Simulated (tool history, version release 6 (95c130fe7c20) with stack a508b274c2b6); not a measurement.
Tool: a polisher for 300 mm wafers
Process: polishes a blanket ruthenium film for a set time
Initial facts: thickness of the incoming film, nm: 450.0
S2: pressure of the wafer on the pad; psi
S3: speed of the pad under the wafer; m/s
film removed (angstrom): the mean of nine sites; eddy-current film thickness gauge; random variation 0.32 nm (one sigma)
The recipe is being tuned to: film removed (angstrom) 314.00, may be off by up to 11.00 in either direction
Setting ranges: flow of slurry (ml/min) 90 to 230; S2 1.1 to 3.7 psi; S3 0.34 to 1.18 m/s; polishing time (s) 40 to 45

Run 1, day 0.000: flow of slurry (ml/min) 150, S2 2.4 psi, S3 0.76 m/s, polishing time (s) 45. Result: film removed (angstrom) 550.89.
Run 2, day 0.204: flow of slurry (ml/min) 150, S2 2.2 psi, S3 0.76 m/s, polishing time (s) 45. Result: film removed (angstrom) 522.29.
Run 3, day 0.358: flow of slurry (ml/min) 150, S2 2.2 psi, S3 0.92 m/s, polishing time (s) 45. Result: film removed (angstrom) 635.72.
Run 4, day 0.412: flow of slurry (ml/min) 150, S2 2.2 psi, S3 1.00 m/s, polishing time (s) 45. Result: film removed (angstrom) 690.08.
Run 5, day 0.538: flow of slurry (ml/min) 150, S2 2.0 psi, S3 0.96 m/s, polishing time (s) 45. Result: film removed (angstrom) 620.61.
Run 6, day 0.658: flow of slurry (ml/min) 150, S2 1.8 psi, S3 0.96 m/s, polishing time (s) 45. Result: film removed (angstrom) 581.80.
Run 7, day 0.904: flow of slurry (ml/min) 150, S2 1.7 psi, S3 0.92 m/s, polishing time (s) 45. Result: film removed (angstrom) 538.94.
Run 8, day 1.142: flow of slurry (ml/min) 150, S2 1.6 psi, S3 0.88 m/s, polishing time (s) 45. Result: film removed (angstrom) 498.68.
Run 9, day 1.212: flow of slurry (ml/min) 150, S2 1.5 psi, S3 0.84 m/s, polishing time (s) 45. Result: film removed (angstrom) 459.88.
Run 10, day 1.438: flow of slurry (ml/min) 150, S2 1.4 psi, S3 0.82 m/s, polishing time (s) 45. Result: film removed (angstrom) 428.04.
Run 11, day 1.592: flow of slurry (ml/min) 150, S2 1.4 psi, S3 0.82 m/s, polishing time (s) 45. Result: film removed (angstrom) 442.56.
Run 12, day 1.946: flow of slurry (ml/min) 150, S2 1.4 psi, S3 0.78 m/s, polishing time (s) 45. Result: film removed (angstrom) 406.60.

Next run, 5 choices. One meets every target within its allowed miss, the rest don't. Which?
Run A, day 2.300: flow of slurry (ml/min) 135, S2 1.8 psi, S3 0.76 m/s, polishing time (s) 45. Result: film removed (angstrom) ?.
Run B, day 2.300: flow of slurry (ml/min) 140, S2 1.2 psi, S3 0.64 m/s, polishing time (s) 40. Result: film removed (angstrom) ?.
Run C, day 2.300: flow of slurry (ml/min) 120, S2 1.9 psi, S3 0.84 m/s, polishing time (s) 44. Result: film removed (angstrom) ?.
Run D, day 2.300: flow of slurry (ml/min) 130, S2 1.4 psi, S3 0.68 m/s, polishing time (s) 40. Result: film removed (angstrom) ?.
Run E, day 2.300: flow of slurry (ml/min) 160, S2 1.4 psi, S3 0.56 m/s, polishing time (s) 40. Result: film removed (angstrom) ?.

move  film removed (angstrom)
   A                   457.61
   B                   275.26
   C                   500.16
   D                   313.28
   E                   268.23
A: the biggest miss grows against the last run
B: pushes the last run's worst result past its target
C: the biggest miss grows against the last run
D: meets every target
E: pushes the last run's worst result past its target
The move that meets every target is D.

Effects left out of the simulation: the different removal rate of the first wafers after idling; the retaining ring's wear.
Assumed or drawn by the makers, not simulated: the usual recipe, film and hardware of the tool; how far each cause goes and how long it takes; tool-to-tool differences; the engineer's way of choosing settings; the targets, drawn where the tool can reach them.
